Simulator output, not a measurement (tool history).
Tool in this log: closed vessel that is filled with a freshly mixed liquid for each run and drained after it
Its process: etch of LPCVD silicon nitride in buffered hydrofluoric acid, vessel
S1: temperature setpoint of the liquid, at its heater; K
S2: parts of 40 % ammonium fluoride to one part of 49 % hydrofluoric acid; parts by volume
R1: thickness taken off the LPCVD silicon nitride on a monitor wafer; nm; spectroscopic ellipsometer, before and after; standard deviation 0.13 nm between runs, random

run 1 hour=0 | S1=295.15 S2=17.5 time_in_the_liquid_(s)=2050 | R1=17.577
run 2 hour=2.2 | S1=297.15 S2=17.5 time_in_the_liquid_(s)=2050 | R1=19.619
run 3 hour=3.1 | S1=297.15 S2=17.5 time_in_the_liquid_(s)=2050 | R1=19.636
run 4 hour=8.8 | S1=298.65 S2=17.5 time_in_the_liquid_(s)=2050 | R1=21.328
run 5 hour=10.3 | S1=296.65 S2=17.5 time_in_the_liquid_(s)=2050 | R1=18.833
run 6 hour=13.4 | S1=298.65 S2=17.5 time_in_the_liquid_(s)=2050 | R1=21.182

Predict the results of run 7:
run 7 hour=17.3 | S1=299.65 S2=17.5 time_in_the_liquid_(s)=2050 | R1=?

{"run 7": {"R1": 22.613}}
